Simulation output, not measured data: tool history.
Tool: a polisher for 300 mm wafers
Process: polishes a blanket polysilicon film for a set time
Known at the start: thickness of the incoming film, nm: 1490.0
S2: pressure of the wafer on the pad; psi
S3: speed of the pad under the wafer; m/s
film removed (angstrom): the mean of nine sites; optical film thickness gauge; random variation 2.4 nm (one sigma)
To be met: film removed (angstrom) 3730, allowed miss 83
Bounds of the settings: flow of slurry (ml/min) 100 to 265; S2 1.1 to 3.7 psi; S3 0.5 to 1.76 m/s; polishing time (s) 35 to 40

run 1 hour=0 | flow_of_slurry_(ml/min)=170 S2=2.4 S3=1.12 polishing_time_(s)=40 | film_removed_(angstrom)=3010.4
run 2 hour=8.2 | flow_of_slurry_(ml/min)=170 S2=2.4 S3=1.32 polishing_time_(s)=40 | film_removed_(angstrom)=3548.6
run 3 hour=14.9 | flow_of_slurry_(ml/min)=180 S2=2.4 S3=1.32 polishing_time_(s)=40 | film_removed_(angstrom)=3566.5
run 4 hour=21.4 | flow_of_slurry_(ml/min)=180 S2=2.7 S3=1.32 polishing_time_(s)=40 | film_removed_(angstrom)=3926.9
run 5 hour=24.8 | flow_of_slurry_(ml/min)=175 S2=2.7 S3=1.32 polishing_time_(s)=40 | film_removed_(angstrom)=3877.3
run 6 hour=30.5 | flow_of_slurry_(ml/min)=170 S2=2.7 S3=1.32 polishing_time_(s)=40 | film_removed_(angstrom)=3897.8
run 7 hour=38.2 | flow_of_slurry_(ml/min)=165 S2=2.7 S3=1.32 polishing_time_(s)=40 | film_removed_(angstrom)=3863.8
run 8 hour=44.3 | flow_of_slurry_(ml/min)=160 S2=2.7 S3=1.32 polishing_time_(s)=40 | film_removed_(angstrom)=3868.7
run 9 hour=47.4 | flow_of_slurry_(ml/min)=155 S2=2.7 S3=1.32 polishing_time_(s)=40 | film_removed_(angstrom)=3833.5

Which of these 5 next moves meets every target?
run A hour=50.5 | flow_of_slurry_(ml/min)=150 S2=3.1 S3=1.26 polishing_time_(s)=40 | film_removed_(angstrom)=?
run B hour=50.5 | flow_of_slurry_(ml/min)=145 S2=3.6 S3=1.16 polishing_time_(s)=37 | film_removed_(angstrom)=?
run C hour=50.5 | flow_of_slurry_(ml/min)=175 S2=2.9 S3=1.28 polishing_time_(s)=39 | film_removed_(angstrom)=?
run D hour=50.5 | flow_of_slurry_(ml/min)=160 S2=2.6 S3=1.48 polishing_time_(s)=36 | film_removed_(angstrom)=?
run E hour=50.5 | flow_of_slurry_(ml/min)=160 S2=2.9 S3=1.36 polishing_time_(s)=38 | film_removed_(angstrom)=?

move=A film_removed_(angstrom)=4043.6
move=B film_removed_(angstrom)=3863.9
move=C film_removed_(angstrom)=3893.6
move=D film_removed_(angstrom)=3760.4
move=E film_removed_(angstrom)=3970.7
A: further off than the last run
B: further off than the last run
C: further off than the last run
D: meets every target
E: further off than the last run
Move D is the one to make.
